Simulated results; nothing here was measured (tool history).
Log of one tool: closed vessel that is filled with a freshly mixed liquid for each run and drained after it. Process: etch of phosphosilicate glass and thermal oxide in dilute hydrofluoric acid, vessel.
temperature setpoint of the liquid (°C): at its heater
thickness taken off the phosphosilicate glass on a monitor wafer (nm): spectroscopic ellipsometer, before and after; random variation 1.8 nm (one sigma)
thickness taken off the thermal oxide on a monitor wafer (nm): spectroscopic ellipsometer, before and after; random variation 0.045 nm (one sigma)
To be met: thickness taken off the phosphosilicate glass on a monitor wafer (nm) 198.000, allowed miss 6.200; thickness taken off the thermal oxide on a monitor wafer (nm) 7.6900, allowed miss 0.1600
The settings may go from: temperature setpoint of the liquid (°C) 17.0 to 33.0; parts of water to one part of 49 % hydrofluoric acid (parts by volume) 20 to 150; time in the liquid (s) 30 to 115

run,day,temperature setpoint of the liquid (°C),parts of water to one part of 49 % hydrofluoric acid (parts by volume),time in the liquid (s),thickness taken off the phosphosilicate glass on a monitor wafer (nm),thickness taken off the thermal oxide on a monitor wafer (nm)
1,0.000,25.0,85,60,99.167,3.8877
2,0.233,27.0,75,60,125.460,4.9234
3,0.321,28.5,70,60,145.230,5.5808
4,0.362,29.5,65,60,163.990,6.3674
5,0.525,30.5,65,60,169.290,6.5647
6,0.592,30.5,50,60,228.030,8.7294
7,0.938,29.5,50,60,213.220,8.3617
8,1.046,29.0,50,60,210.020,8.3505
9,1.288,29.0,55,60,187.900,7.3525

Which of these 4 next moves meets every target?
A,1.529,29.5,60,70,?,?
B,1.529,28.5,60,70,?,?
C,1.529,27.0,55,60,?,?
D,1.529,26.5,65,75,?,?

move,thickness taken off the phosphosilicate glass on a monitor wafer (nm),thickness taken off the thermal oxide on a monitor wafer (nm)
A,207.100,8.0522
B,199.140,7.7427
C,176.710,6.8708
D,180.670,7.0246
A: takes the result that was furthest off past its target
B: meets every target
C: further off than the last run
D: further off than the last run
The right move is B.

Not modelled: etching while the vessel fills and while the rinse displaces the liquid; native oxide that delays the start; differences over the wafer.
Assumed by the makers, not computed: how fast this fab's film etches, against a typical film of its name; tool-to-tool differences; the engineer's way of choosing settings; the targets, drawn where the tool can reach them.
